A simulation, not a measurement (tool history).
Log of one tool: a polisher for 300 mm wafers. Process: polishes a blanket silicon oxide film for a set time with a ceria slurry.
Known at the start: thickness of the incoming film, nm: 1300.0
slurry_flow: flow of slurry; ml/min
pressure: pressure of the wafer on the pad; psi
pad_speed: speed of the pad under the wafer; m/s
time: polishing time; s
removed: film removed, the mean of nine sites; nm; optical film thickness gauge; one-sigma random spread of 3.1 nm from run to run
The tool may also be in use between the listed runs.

run	hour	slurry_flow	pressure	pad_speed	time	removed
1	0.0	140	2.6	1.10	78	283.73
2	8.3	140	2.6	0.84	78	218.28
3	15.9	145	2.8	0.84	78	236.08
4	19.9	170	2.8	0.84	78	241.04
5	21.8	135	2.8	0.84	78	229.14
6	24.0	135	2.8	0.58	78	162.73

For run 7, what comes out?
7	27.6	145	3.0	0.62	78	?

{"run 7": {"removed": 188.29}}
